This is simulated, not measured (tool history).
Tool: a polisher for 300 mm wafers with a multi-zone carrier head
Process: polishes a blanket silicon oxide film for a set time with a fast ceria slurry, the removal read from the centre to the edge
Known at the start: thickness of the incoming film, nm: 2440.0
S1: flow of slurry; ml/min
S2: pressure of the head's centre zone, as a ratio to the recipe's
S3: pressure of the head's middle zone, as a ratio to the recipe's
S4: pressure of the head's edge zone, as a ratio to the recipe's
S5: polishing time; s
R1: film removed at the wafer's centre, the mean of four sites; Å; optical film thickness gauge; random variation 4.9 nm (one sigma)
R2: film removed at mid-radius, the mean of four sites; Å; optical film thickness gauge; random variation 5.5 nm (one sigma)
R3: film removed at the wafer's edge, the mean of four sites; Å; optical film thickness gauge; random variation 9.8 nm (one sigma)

{"run": 1, "hour": 0.0, "S1": 145, "S2": 1.0, "S3": 1.0, "S4": 1.0, "S5": 45, "R1": 5070.7, "R2": 5171.3, "R3": 5164.9}
{"run": 2, "hour": 3.9, "S1": 145, "S2": 1.0, "S3": 1.04, "S4": 1.0, "S5": 45, "R1": 5061.2, "R2": 5285.7, "R3": 5098.5}
{"run": 3, "hour": 5.7, "S1": 165, "S2": 1.0, "S3": 1.04, "S4": 1.0, "S5": 45, "R1": 5132.6, "R2": 5453.5, "R3": 5046.9}
{"run": 4, "hour": 8.6, "S1": 165, "S2": 0.92, "S3": 1.04, "S4": 1.0, "S5": 45, "R1": 4802.4, "R2": 5409.1, "R3": 5268.2}
{"run": 5, "hour": 14.6, "S1": 165, "S2": 0.92, "S3": 1.03, "S4": 1.02, "S5": 46, "R1": 4918.2, "R2": 5449.6, "R3": 5409.1}
{"run": 6, "hour": 22.8, "S1": 165, "S2": 0.92, "S3": 0.95, "S4": 1.02, "S5": 46, "R1": 4973.1, "R2": 5224.8, "R3": 5392.3}
{"run": 7, "hour": 27.8, "S1": 165, "S2": 0.92, "S3": 0.96, "S4": 1.04, "S5": 47, "R1": 5093.9, "R2": 5352.6, "R3": 5778.2}
{"run": 8, "hour": 32.8, "S1": 170, "S2": 0.92, "S3": 0.97, "S4": 1.05, "S5": 47, "R1": 5121.4, "R2": 5468.2, "R3": 5617.9}
{"run": 9, "hour": 33.9, "S1": 170, "S2": 0.92, "S3": 0.97, "S4": 1.06, "S5": 48, "R1": 5211.1, "R2": 5614.9, "R3": 5556.9}
{"run": 10, "hour": 39.1, "S1": 170, "S2": 0.91, "S3": 0.97, "S4": 1.05, "S5": 49, "R1": 5238.0, "R2": 5544.6, "R3": 5710.7}
{"run": 11, "hour": 43.3, "S1": 170, "S2": 0.9, "S3": 0.97, "S4": 1.05, "S5": 50, "R1": 5325.6, "R2": 5814.0, "R3": 6032.9}
{"run": 12, "hour": 50.7, "S1": 170, "S2": 0.9, "S3": 0.96, "S4": 1.05, "S5": 51, "R1": 5491.3, "R2": 5825.2, "R3": 6115.3}
{"run": 13, "hour": 52.6, "S1": 170, "S2": 0.89, "S3": 0.96, "S4": 1.05, "S5": 52, "R1": 5553.7, "R2": 5924.8, "R3": 6306.0}
{"run": 14, "hour": 55.7, "S1": 170, "S2": 0.87, "S3": 0.96, "S4": 1.05, "S5": 53, "R1": 5477.3, "R2": 6211.9, "R3": 6341.5}

Run 15 comes next. What will it give?
{"run": 15, "hour": 61.1, "S1": 170, "S2": 0.87, "S3": 0.95, "S4": 1.06, "S5": 53, "R1": "?", "R2": "?", "R3": "?"}

Run 15 gave R1 5522.1 Å, R2 6045.2 Å, R3 6467.9 Å.
